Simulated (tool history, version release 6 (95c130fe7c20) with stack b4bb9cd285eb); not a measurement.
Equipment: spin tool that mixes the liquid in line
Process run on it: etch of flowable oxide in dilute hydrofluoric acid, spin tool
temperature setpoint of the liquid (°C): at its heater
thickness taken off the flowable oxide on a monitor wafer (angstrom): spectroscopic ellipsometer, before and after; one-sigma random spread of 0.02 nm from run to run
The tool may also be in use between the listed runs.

run	day	temperature setpoint of the liquid (°C)	parts of water to one part of 49 % hydrofluoric acid (parts by volume)	time under the liquid (s)	thickness taken off the flowable oxide on a monitor wafer (angstrom)
1	0	25	230	60	49.733
2	0.225	24.5	230	60	49.248
3	0.292	24.5	175	60	69.135
4	0.562	24.5	145	60	86.141
5	0.804	22.5	160	60	70.819
6	0.867	24	160	60	75.182
7	1.154	22	170	60	64.253
8	1.446	20.5	175	60	58.353
9	1.638	19.5	180	60	54.782

Predict the results of run 10:
10	1.742	17	195	60	?

Run 10 gave thickness taken off the flowable oxide on a monitor wafer (angstrom) 45.381.

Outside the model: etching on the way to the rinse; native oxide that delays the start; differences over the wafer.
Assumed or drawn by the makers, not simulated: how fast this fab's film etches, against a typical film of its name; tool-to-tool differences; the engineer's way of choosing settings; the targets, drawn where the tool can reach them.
